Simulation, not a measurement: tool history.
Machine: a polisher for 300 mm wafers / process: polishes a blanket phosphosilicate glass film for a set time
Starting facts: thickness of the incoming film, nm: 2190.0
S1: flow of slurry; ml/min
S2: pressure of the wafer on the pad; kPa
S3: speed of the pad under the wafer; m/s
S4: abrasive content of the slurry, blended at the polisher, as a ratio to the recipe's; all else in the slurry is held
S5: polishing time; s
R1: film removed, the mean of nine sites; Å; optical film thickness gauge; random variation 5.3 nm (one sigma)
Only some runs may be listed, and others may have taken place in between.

run,hour,S1,S2,S3,S4,S5,R1
1,0.0,220,25.5,1.26,1.00,35,4208.1
2,4.1,255,25.5,1.26,1.00,35,4382.3
3,9.9,255,25.5,1.26,1.15,35,4547.8
4,14.5,205,25.5,1.26,1.15,35,4392.8
5,22.3,205,21.4,1.26,1.15,35,3732.5
6,27.8,215,24.1,1.26,1.15,35,4257.0
7,33.6,220,26.2,1.26,1.15,35,4555.9
8,38.5,230,27.6,1.26,1.15,35,4769.9

What will run 9 give?
9,42.7,235,29.0,1.26,1.15,35,?

{"run 9": {"R1": 5147.6}}

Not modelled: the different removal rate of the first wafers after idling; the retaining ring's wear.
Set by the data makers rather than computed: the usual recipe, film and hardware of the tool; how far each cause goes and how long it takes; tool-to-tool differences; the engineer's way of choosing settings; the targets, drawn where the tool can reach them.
